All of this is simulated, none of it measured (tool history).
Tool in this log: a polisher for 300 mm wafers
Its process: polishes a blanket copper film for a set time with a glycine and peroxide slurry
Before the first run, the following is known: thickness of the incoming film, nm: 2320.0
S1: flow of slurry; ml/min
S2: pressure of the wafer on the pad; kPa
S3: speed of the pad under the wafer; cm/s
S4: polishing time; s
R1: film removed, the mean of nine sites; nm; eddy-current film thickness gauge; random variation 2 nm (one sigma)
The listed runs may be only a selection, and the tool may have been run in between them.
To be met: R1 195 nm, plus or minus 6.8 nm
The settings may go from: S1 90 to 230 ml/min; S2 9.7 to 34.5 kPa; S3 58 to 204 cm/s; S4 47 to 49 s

Run 1, day 0: S1 150 ml/min, S2 22.1 kPa, S3 130 cm/s, S4 47 s. Result: R1 306.02 nm.
Run 2, day 0.121: S1 150 ml/min, S2 22.1 kPa, S3 130 cm/s, S4 49 s. Result: R1 325.45 nm.
Run 3, day 0.217: S1 145 ml/min, S2 19.3 kPa, S3 128 cm/s, S4 49 s. Result: R1 285.23 nm.
Run 4, day 0.588: S1 140 ml/min, S2 17.2 kPa, S3 128 cm/s, S4 49 s. Result: R1 264.4 nm.
Run 5, day 0.754: S1 140 ml/min, S2 17.2 kPa, S3 106 cm/s, S4 49 s. Result: R1 226.79 nm.
Run 6, day 1.042: S1 125 ml/min, S2 17.2 kPa, S3 106 cm/s, S4 49 s. Result: R1 220.22 nm.
Run 7, day 1.104: S1 120 ml/min, S2 16.5 kPa, S3 106 cm/s, S4 49 s. Result: R1 208.91 nm.
Run 8, day 1.412: S1 115 ml/min, S2 16.5 kPa, S3 106 cm/s, S4 49 s. Result: R1 209.69 nm.
Run 9, day 1.492: S1 110 ml/min, S2 16.5 kPa, S3 106 cm/s, S4 49 s. Result: R1 207.72 nm.
Run 10, day 1.525: S1 105 ml/min, S2 16.5 kPa, S3 106 cm/s, S4 49 s. Result: R1 202.33 nm.

Of the 4 settings listed for the next run, only one would bring every result within its allowed miss of target. Which one?
Run A, day 1.558: S1 105 ml/min, S2 17.2 kPa, S3 96 cm/s, S4 47 s. Result: R1 ?.
Run B, day 1.558: S1 165 ml/min, S2 14.5 kPa, S3 92 cm/s, S4 47 s. Result: R1 ?.
Run C, day 1.558: S1 115 ml/min, S2 17.9 kPa, S3 90 cm/s, S4 49 s. Result: R1 ?.
Run D, day 1.558: S1 90 ml/min, S2 20 kPa, S3 106 cm/s, S4 47 s. Result: R1 ?.

move      R1
   A  183.63
   B  175.47
   C  191.19
   D  210.32
A: the result that was furthest off in the last run now lies on the other side of its target
B: the result that was furthest off in the last run now lies on the other side of its target
C: all results in spec
D: further off than the last run
The right move is C.

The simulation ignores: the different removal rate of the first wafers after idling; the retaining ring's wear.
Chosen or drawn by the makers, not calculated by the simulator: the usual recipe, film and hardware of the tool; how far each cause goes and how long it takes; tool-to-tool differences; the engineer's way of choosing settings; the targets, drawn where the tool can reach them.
